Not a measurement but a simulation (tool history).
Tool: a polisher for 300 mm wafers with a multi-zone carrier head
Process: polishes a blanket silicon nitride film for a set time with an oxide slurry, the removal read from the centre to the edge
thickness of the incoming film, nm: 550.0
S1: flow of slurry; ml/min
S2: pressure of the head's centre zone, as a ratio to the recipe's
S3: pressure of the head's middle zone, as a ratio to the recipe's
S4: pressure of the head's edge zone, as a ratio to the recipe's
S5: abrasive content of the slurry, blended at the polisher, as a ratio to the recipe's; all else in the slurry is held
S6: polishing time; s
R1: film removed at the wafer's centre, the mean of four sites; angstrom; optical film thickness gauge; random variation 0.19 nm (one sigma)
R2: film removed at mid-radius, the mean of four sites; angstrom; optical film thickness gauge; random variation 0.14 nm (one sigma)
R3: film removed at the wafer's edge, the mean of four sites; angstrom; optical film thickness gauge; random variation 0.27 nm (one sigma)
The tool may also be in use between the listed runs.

run	hour	S1	S2	S3	S4	S5	S6	R1	R2	R3
1	0	235	1	1	1	1	37	310.66	313.17	324.9
2	5.8	230	0.96	1.01	0.96	0.85	35	252.01	265.43	261.39
3	6.5	215	0.92	1.01	0.94	0.8	35	229.64	246.61	248.32
4	11.7	215	0.92	1.09	0.94	0.8	35	229.01	266.56	239.49
5	17.7	180	0.92	1.09	0.94	0.8	35	220.54	259.22	242.89
6	18.7	180	0.87	1.09	0.94	0.8	35	209.12	256.57	236.67

The next listed run, before its measurement:
7	20.3	180	0.86	1.08	0.91	0.75	35	?	?	?

Run 7 gave R1 192.84 angstrom, R2 242.1 angstrom, R3 223.2 angstrom.
